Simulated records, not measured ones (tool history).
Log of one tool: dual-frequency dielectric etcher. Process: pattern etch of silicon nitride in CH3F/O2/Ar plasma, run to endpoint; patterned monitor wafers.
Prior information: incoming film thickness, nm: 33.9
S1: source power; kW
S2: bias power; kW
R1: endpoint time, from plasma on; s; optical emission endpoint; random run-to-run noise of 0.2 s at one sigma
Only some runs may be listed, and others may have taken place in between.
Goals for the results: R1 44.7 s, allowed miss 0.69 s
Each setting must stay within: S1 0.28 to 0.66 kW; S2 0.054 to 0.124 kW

run	day	S1	S2	R1
1	0	0.47	0.089	38.588
2	0.108	0.55	0.089	36.078
3	0.167	0.51	0.088	37.555
4	0.533	0.51	0.073	39.068
5	0.896	0.48	0.072	40.088
6	1.242	0.48	0.078	39.545
7	1.283	0.45	0.077	40.958
# day 1.442: source power generator calibrated
8	1.442	0.43	0.077	42.346

Exactly one of the 5 candidate moves below puts every result within its allowed miss. Which one?
A	1.6	0.5	0.079	?
B	1.6	0.51	0.082	?
C	1.6	0.43	0.061	?
D	1.6	0.47	0.088	?
E	1.6	0.5	0.075	?

move	R1
A	39.312
B	38.623
C	44.574
D	39.259
E	39.817
A: its largest miss is bigger than the last run's
B: its largest miss is bigger than the last run's
C: hits every target within its allowed miss
D: its largest miss is bigger than the last run's
E: its largest miss is bigger than the last run's
Correct choice: C, which meets every target

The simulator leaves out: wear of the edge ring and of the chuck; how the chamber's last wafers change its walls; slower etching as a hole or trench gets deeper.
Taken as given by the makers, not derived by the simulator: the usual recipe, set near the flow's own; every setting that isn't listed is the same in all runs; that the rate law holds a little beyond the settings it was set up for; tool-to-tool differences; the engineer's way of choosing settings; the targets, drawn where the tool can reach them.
